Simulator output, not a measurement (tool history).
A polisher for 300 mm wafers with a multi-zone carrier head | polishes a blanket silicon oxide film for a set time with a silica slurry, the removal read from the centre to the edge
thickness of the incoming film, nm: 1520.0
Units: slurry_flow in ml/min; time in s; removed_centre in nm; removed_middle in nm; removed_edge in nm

{"run": 1, "hour": 0.0, "slurry_flow": 245, "centre_zone": 1.0, "middle_zone": 1.0, "edge_zone": 1.0, "slurry_solids": 1.0, "time": 65, "removed_centre": 352.95, "removed_middle": 358.36, "removed_edge": 366.19}
{"run": 2, "hour": 1.2, "slurry_flow": 245, "centre_zone": 1.0, "middle_zone": 1.03, "edge_zone": 0.96, "slurry_solids": 0.85, "time": 60, "removed_centre": 288.29, "removed_middle": 298.67, "removed_edge": 296.0}
{"run": 3, "hour": 8.2, "slurry_flow": 245, "centre_zone": 1.0, "middle_zone": 1.06, "edge_zone": 0.92, "slurry_solids": 0.75, "time": 59, "removed_centre": 250.45, "removed_middle": 269.31, "removed_edge": 251.61}
{"run": 4, "hour": 9.5, "slurry_flow": 240, "centre_zone": 1.0, "middle_zone": 1.07, "edge_zone": 0.89, "slurry_solids": 0.7, "time": 59, "removed_centre": 232.28, "removed_middle": 246.49, "removed_edge": 227.39}
{"run": 5, "hour": 11.8, "slurry_flow": 225, "centre_zone": 1.0, "middle_zone": 1.09, "edge_zone": 0.87, "slurry_solids": 0.7, "time": 59, "removed_centre": 230.78, "removed_middle": 248.81, "removed_edge": 223.16}
{"run": 6, "hour": 14.3, "slurry_flow": 280, "centre_zone": 1.0, "middle_zone": 1.09, "edge_zone": 0.87, "slurry_solids": 0.7, "time": 59, "removed_centre": 241.26, "removed_middle": 256.6, "removed_edge": 229.57}
{"run": 7, "hour": 20.6, "slurry_flow": 260, "centre_zone": 0.99, "middle_zone": 1.1, "edge_zone": 0.85, "slurry_solids": 0.7, "time": 59, "removed_centre": 235.49, "removed_middle": 258.54, "removed_edge": 227.39}
{"run": 8, "hour": 27.8, "slurry_flow": 240, "centre_zone": 0.99, "middle_zone": 1.11, "edge_zone": 0.84, "slurry_solids": 0.7, "time": 59, "removed_centre": 235.04, "removed_middle": 254.89, "removed_edge": 221.52}
{"run": 9, "hour": 29.0, "slurry_flow": 230, "centre_zone": 0.98, "middle_zone": 1.11, "edge_zone": 0.83, "slurry_solids": 0.7, "time": 59, "removed_centre": 224.8, "removed_middle": 254.81, "removed_edge": 221.23}
{"run": 10, "hour": 36.6, "slurry_flow": 220, "centre_zone": 0.98, "middle_zone": 1.12, "edge_zone": 0.82, "slurry_solids": 0.7, "time": 59, "removed_centre": 226.27, "removed_middle": 253.09, "removed_edge": 214.12}
{"run": 11, "hour": 41.5, "slurry_flow": 170, "centre_zone": 0.94, "middle_zone": 1.11, "edge_zone": 0.81, "slurry_solids": 0.6, "time": 59, "removed_centre": 169.25, "removed_middle": 201.62, "removed_edge": 169.62}
{"run": 12, "hour": 49.8, "slurry_flow": 195, "centre_zone": 0.95, "middle_zone": 1.11, "edge_zone": 0.81, "slurry_solids": 0.6, "time": 59, "removed_centre": 172.8, "removed_middle": 202.23, "removed_edge": 173.77}
{"run": 13, "hour": 50.8, "slurry_flow": 220, "centre_zone": 0.96, "middle_zone": 1.12, "edge_zone": 0.81, "slurry_solids": 0.6, "time": 59, "removed_centre": 182.42, "removed_middle": 208.42, "removed_edge": 176.45}
{"run": 14, "hour": 52.3, "slurry_flow": 235, "centre_zone": 0.96, "middle_zone": 1.13, "edge_zone": 0.83, "slurry_solids": 0.6, "time": 59, "removed_centre": 184.6, "removed_middle": 216.56, "removed_edge": 183.62}
{"run": 15, "hour": 57.1, "slurry_flow": 250, "centre_zone": 0.97, "middle_zone": 1.13, "edge_zone": 0.83, "slurry_solids": 0.6, "time": 59, "removed_centre": 189.57, "removed_middle": 212.6, "removed_edge": 182.23}
{"run": 16, "hour": 59.8, "slurry_flow": 250, "centre_zone": 0.97, "middle_zone": 1.14, "edge_zone": 0.84, "slurry_solids": 0.6, "time": 59, "removed_centre": 185.35, "removed_middle": 221.37, "removed_edge": 183.91}
{"run": 17, "hour": 63.5, "slurry_flow": 265, "centre_zone": 0.98, "middle_zone": 1.14, "edge_zone": 0.84, "slurry_solids": 0.6, "time": 59, "removed_centre": 192.01, "removed_middle": 213.69, "removed_edge": 186.83}
{"run": 18, "hour": 65.0, "slurry_flow": 260, "centre_zone": 1.0, "middle_zone": 1.18, "edge_zone": 0.84, "slurry_solids": 0.75, "time": 59, "removed_centre": 255.62, "removed_middle": 287.07, "removed_edge": 237.55}
{"run": 19, "hour": 65.7, "slurry_flow": 260, "centre_zone": 0.99, "middle_zone": 1.17, "edge_zone": 0.83, "slurry_solids": 0.75, "time": 59, "removed_centre": 250.51, "removed_middle": 292.21, "removed_edge": 234.09}
{"hour": 72.4, "done": "edge zone pressure recalibrated"}
{"run": 20, "hour": 72.4, "slurry_flow": 255, "centre_zone": 0.98, "middle_zone": 1.16, "edge_zone": 0.82, "slurry_solids": 0.75, "time": 59, "removed_centre": 248.58, "removed_middle": 285.59, "removed_edge": 232.97}

Run 21 comes next. What will it give?
{"run": 21, "hour": 79.3, "slurry_flow": 250, "centre_zone": 0.98, "middle_zone": 1.15, "edge_zone": 0.82, "slurry_solids": 0.75, "time": 59, "removed_centre": "?", "removed_middle": "?", "removed_edge": "?"}

removed_centre: 248.33 nm
removed_middle: 286.91 nm
removed_edge: 227.82 nm
